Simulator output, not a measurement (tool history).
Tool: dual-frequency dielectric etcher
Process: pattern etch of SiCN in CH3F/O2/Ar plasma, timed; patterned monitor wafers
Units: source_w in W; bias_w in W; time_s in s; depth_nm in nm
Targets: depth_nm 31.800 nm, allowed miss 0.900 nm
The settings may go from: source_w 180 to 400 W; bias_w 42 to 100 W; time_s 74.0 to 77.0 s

run,hour,source_w,bias_w,time_s,depth_nm
1,0.0,290,71,74.0,25.984
2,5.1,290,65,74.0,25.300
3,7.0,300,68,74.5,26.341
4,15.2,310,70,74.5,27.088
5,19.4,310,79,74.5,27.976
6,27.2,310,79,74.0,27.982
7,31.4,320,80,74.0,28.374
8,34.8,330,81,74.0,29.192
9,43.0,340,82,74.0,29.793
10,48.1,360,83,74.0,30.689
11,52.6,360,83,74.0,30.714

Which of these 4 next moves meets every target?
A,57.1,330,82,76.0,?
B,57.1,370,68,75.0,?
C,57.1,330,95,74.0,?
D,57.1,340,88,77.0,?

move,depth_nm
A,29.931
B,29.815
C,30.467
D,31.482
A: further off than the last run
B: further off than the last run
C: further off than the last run
D: meets every target
Answer: D
